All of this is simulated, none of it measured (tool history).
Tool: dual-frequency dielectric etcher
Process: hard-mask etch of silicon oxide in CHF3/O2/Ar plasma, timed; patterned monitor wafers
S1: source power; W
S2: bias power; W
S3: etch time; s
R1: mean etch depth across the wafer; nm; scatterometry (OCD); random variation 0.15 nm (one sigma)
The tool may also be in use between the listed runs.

run	hour	S1	S2	S3	R1
1	0	840	182	34.5	75.988
2	4.7	800	181	34.5	74.692
3	11.2	800	181	34.5	74.755
4	18.5	800	181	36	77.944
5	20	750	180	36	76.191
6	21	750	208	36	79.357
7	29.9	580	178	36	69.884

Run 8 comes next. What will it give?
8	36.6	570	178	36	?

R1: 69.092 nm
